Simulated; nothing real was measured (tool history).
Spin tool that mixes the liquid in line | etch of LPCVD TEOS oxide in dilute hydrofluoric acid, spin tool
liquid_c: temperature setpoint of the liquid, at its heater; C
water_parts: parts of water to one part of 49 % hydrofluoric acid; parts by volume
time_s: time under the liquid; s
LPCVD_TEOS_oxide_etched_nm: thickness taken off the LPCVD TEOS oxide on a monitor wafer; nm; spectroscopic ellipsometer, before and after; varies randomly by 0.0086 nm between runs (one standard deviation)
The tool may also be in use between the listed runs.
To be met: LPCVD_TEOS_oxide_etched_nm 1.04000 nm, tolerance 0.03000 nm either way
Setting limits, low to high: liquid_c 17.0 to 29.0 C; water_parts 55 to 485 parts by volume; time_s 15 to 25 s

run  hour  liquid_c  water_parts  time_s  LPCVD_TEOS_oxide_etched_nm
  1   0.0      21.0          270      25                     3.34670
  2   3.9      21.0          230      25                     4.10860
  3   4.5      20.5          265      25                     3.36280
  4   7.6      23.0          265      25                     3.68800
  5  11.8      20.0          265      25                     3.34000
  6  19.5      17.0          265      25                     2.92690
  7  25.2      17.0          295      25                     2.57830
  8  29.7      17.0          325      25                     2.29560
  9  37.9      17.0          350      25                     2.07240
 10  40.4      17.0          370      25                     1.95530
 11  46.7      17.0          480      15                     0.82649
 12  50.1      21.0          475      15                     0.95854
 13  57.9      21.5          475      15                     0.98751
 14  59.6      22.5          475      15                     1.00960

5 candidate next runs follow, results not yet known. Just one meets every target within its allowed miss. Identify it.
  A  61.3      22.0          460      15                           ?
  B  61.3      23.5          450      15                           ?
  C  61.3      22.0          485      15                           ?
  D  61.3      24.0          465      15                           ?
  E  61.3      21.5          470      15                           ?

move  LPCVD_TEOS_oxide_etched_nm
   A                     1.04340
   B                     1.12930
   C                     0.96964
   D                     1.09640
   E                     0.99644
A: every result lands within tolerance
B: the result that was furthest off in the last run now lies on the other side of its target
C: lands further from the targets than the last run did
D: the result that was furthest off in the last run now lies on the other side of its target
E: lands further from the targets than the last run did
Correct choice: A, which meets every target

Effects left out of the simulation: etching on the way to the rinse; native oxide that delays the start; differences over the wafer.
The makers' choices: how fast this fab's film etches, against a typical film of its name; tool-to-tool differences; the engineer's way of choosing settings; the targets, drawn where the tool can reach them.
